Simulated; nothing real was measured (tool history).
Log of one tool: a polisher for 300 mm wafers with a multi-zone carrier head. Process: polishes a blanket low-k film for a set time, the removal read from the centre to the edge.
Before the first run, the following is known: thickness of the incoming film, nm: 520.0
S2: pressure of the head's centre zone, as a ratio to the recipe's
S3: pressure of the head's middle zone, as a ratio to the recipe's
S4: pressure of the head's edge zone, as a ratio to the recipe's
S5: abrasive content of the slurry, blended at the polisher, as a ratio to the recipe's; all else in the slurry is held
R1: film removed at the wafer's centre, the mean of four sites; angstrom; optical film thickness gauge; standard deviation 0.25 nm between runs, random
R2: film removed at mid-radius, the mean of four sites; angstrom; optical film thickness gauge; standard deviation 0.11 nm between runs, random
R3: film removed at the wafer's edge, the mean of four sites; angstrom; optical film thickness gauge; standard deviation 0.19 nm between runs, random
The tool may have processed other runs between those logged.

run 1 hour=0 | flow_of_slurry_(ml/min)=235 S2=1 S3=1 S4=1 S5=1 polishing_time_(s)=54 | R1=167.72 R2=171.68 R3=175.6
run 2 hour=6 | flow_of_slurry_(ml/min)=250 S2=1 S3=0.98 S4=1.06 S5=1.05 polishing_time_(s)=54 | R1=177.59 R2=174.25 R3=184.98
run 3 hour=13.8 | flow_of_slurry_(ml/min)=250 S2=1 S3=1.03 S4=1.06 S5=1.05 polishing_time_(s)=54 | R1=176.24 R2=180.61 R3=185.14
run 4 hour=19.7 | flow_of_slurry_(ml/min)=250 S2=1 S3=1.03 S4=1.02 S5=1.05 polishing_time_(s)=54 | R1=172.91 R2=179.16 R3=185.45
run 5 hour=23.2 | flow_of_slurry_(ml/min)=250 S2=1 S3=1.03 S4=1.02 S5=1.05 polishing_time_(s)=63 | R1=206.44 R2=211.16 R3=210.51
run 6 hour=25.7 | flow_of_slurry_(ml/min)=240 S2=0.97 S3=0.97 S4=1.05 S5=1.05 polishing_time_(s)=63 | R1=195.45 R2=199.04 R3=215.76

Predict the results of run 7:
run 7 hour=28.2 | flow_of_slurry_(ml/min)=225 S2=0.97 S3=0.94 S4=1.05 S5=1.05 polishing_time_(s)=63 | R1=? R2=? R3=?

R1: 195.65 angstrom
R2: 190.72 angstrom
R3: 210.9 angstrom
